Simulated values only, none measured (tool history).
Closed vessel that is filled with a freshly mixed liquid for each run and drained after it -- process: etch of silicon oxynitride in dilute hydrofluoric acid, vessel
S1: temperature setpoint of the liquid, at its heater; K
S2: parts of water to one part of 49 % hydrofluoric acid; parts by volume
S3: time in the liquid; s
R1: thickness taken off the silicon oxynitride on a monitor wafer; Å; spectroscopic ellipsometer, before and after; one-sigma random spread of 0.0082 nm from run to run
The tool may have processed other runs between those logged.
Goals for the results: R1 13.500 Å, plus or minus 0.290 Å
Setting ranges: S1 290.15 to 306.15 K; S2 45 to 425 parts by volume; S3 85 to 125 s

run 1 hour=0.0 | S1=298.15 S2=235 S3=125 | R1=19.740
run 2 hour=2.4 | S1=297.15 S2=235 S3=125 | R1=18.926
run 3 hour=6.7 | S1=297.15 S2=235 S3=85 | R1=12.950
run 4 hour=13.3 | S1=297.65 S2=235 S3=85 | R1=13.157
run 5 hour=16.7 | S1=297.65 S2=235 S3=125 | R1=19.491
run 6 hour=18.1 | S1=297.15 S2=235 S3=125 | R1=18.937
run 7 hour=21.4 | S1=296.65 S2=240 S3=125 | R1=18.132
run 8 hour=23.8 | S1=296.15 S2=245 S3=125 | R1=17.416
run 9 hour=28.4 | S1=295.65 S2=250 S3=125 | R1=16.477
run 10 hour=30.3 | S1=295.15 S2=250 S3=125 | R1=16.123
run 11 hour=34.1 | S1=295.15 S2=250 S3=125 | R1=15.929
run 12 hour=38.2 | S1=294.65 S2=250 S3=125 | R1=15.719
run 13 hour=47.1 | S1=294.15 S2=250 S3=125 | R1=15.373
run 14 hour=51.1 | S1=293.65 S2=250 S3=125 | R1=15.078
run 15 hour=52.4 | S1=290.65 S2=250 S3=125 | R1=13.110
run 16 hour=56.2 | S1=290.65 S2=250 S3=125 | R1=13.158

Next run, 4 choices. One meets every target within its allowed miss, the rest don't. Which?
run A hour=60.0 | S1=291.15 S2=260 S3=125 | R1=?
run B hour=60.0 | S1=290.65 S2=245 S3=120 | R1=?
run C hour=60.0 | S1=294.15 S2=280 S3=115 | R1=?
run D hour=60.0 | S1=290.15 S2=230 S3=120 | R1=?

move=A R1=12.831
move=B R1=12.884
move=C R1=12.402
move=D R1=13.521
A: misses by more than the last run did
B: misses by more than the last run did
C: misses by more than the last run did
D: hits every target within its allowed miss
D is the move that brings every result within its allowed miss.
